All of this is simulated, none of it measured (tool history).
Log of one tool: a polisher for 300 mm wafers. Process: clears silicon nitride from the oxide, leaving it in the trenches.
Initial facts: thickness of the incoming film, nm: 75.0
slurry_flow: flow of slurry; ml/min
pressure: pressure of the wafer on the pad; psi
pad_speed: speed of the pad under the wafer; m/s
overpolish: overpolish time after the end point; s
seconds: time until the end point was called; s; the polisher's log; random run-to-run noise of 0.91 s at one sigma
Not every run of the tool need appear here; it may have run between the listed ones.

run 1 hour=0 | slurry_flow=145 pressure=2.4 pad_speed=0.9 overpolish=42 | seconds=94.301
run 2 hour=2.8 | slurry_flow=125 pressure=2.4 pad_speed=0.9 overpolish=42 | seconds=98.144
run 3 hour=7.2 | slurry_flow=125 pressure=2.4 pad_speed=0.9 overpolish=42 | seconds=96.743
run 4 hour=12.7 | slurry_flow=125 pressure=2.7 pad_speed=0.92 overpolish=42 | seconds=85.084
run 5 hour=13.4 | slurry_flow=130 pressure=2.9 pad_speed=0.92 overpolish=42 | seconds=81.482
run 6 hour=19.1 | slurry_flow=130 pressure=3.1 pad_speed=0.94 overpolish=42 | seconds=72.778
run 7 hour=27.6 | slurry_flow=130 pressure=3.1 pad_speed=0.94 overpolish=42 | seconds=73.361

What does the tool deliver on the next run?
run 8 hour=29.5 | slurry_flow=130 pressure=3.2 pad_speed=0.94 overpolish=42 | seconds=?

{"run 8": {"seconds": 71.354}}

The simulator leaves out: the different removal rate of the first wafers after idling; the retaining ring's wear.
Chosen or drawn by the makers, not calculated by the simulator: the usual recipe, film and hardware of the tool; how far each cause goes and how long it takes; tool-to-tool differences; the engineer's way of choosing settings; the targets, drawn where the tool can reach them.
